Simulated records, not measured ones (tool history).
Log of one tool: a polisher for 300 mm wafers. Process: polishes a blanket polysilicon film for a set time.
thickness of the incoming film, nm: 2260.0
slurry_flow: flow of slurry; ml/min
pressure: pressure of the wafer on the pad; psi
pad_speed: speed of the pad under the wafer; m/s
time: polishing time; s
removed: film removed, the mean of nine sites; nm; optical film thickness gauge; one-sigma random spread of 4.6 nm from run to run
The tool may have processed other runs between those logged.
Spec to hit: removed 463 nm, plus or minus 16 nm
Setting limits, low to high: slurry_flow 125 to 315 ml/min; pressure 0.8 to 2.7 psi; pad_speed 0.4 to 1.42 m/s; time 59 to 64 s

run  hour  slurry_flow  pressure  pad_speed  time  removed
  1     0          205       1.7        0.9    64   326.35
  2   8.1          235       1.7        0.9    64   331.21
  3    12          235       1.9        0.9    64   368.93
  4  14.1          235       2.1        0.9    64   397.77
  5  16.4          235       2.3        0.9    64   437.44
  6  24.5          235       2.3        0.7    64   339.55
  7  31.3          235       2.3       0.72    64   346.02
  8  36.1          240       2.5       0.76    64   395.83
  9  37.2          240       2.6        0.8    64   430.93

4 candidate next runs follow, results not yet known. Just one meets every target within its allowed miss. Identify it.
  A  38.3          225       2.3       0.98    63        ?
  B  38.3          280       2.5       0.84    59        ?
  C  38.3          250       2.7       0.76    64        ?
  D  38.3          235       2.3        0.9    60        ?

move  removed
   A   457.28
   B   405.95
   C   424.64
   D   402.64
A: meets every target
B: misses by more than the last run did
C: misses by more than the last run did
D: misses by more than the last run did
Go with A: it meets all targets.
